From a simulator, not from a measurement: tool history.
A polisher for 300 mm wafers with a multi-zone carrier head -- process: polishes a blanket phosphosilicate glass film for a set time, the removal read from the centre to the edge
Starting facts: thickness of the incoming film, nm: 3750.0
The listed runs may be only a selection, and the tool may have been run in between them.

| run | day | flow of slurry (ml/min) | pressure of the head's centre zone | pressure of the head's middle zone | pressure of the head's edge zone | abrasive content of the slurry | polishing time (s) | film removed at the wafer's centre (angstrom) | film removed at mid-radius (angstrom) | film removed at the wafer's edge (angstrom) |
|---|---|---|---|---|---|---|---|---|---|---|
| 1 | 0 | 170 | 1 | 1 | 1 | 1 | 61 | 6289.8 | 6049.8 | 6440.4 |
| 2 | 0.075 | 170 | 1.04 | 1 | 1 | 1 | 61 | 6543.1 | 6224 | 6300.4 |
| 3 | 0.296 | 160 | 1.02 | 0.95 | 0.97 | 0.9 | 61 | 6108.4 | 5761 | 6099.1 |
| 4 | 0.412 | 160 | 1.02 | 0.9 | 0.97 | 0.9 | 61 | 6139.1 | 5450.1 | 6143.8 |
| 5 | 0.638 | 160 | 1.02 | 0.88 | 0.96 | 0.8 | 60 | 5905 | 5078.1 | 5753.9 |
| 6 | 0.983 | 155 | 1.01 | 0.87 | 0.95 | 0.75 | 60 | 5611.3 | 4983.7 | 5783.9 |
| 7 | 1.229 | 155 | 1.02 | 0.86 | 0.94 | 0.7 | 59 | 5488.5 | 4724.3 | 5338.1 |
| 8 | 1.396 | 150 | 1.02 | 0.85 | 0.94 | 0.7 | 59 | 5511.5 | 4628.4 | 5417.8 |
| 9 | 1.708 | 145 | 1.02 | 0.85 | 0.93 | 0.7 | 59 | 5376.9 | 4652.1 | 5335.4 |

What will run 10 give?
| 10 | 1.942 | 140 | 1.02 | 0.84 | 0.93 | 0.7 | 59 | ? | ? | ? |

{"run 10": {"film removed at the wafer's centre (angstrom)": 5436, "film removed at mid-radius (angstrom)": 4570.2, "film removed at the wafer's edge (angstrom)": 5346.8}}

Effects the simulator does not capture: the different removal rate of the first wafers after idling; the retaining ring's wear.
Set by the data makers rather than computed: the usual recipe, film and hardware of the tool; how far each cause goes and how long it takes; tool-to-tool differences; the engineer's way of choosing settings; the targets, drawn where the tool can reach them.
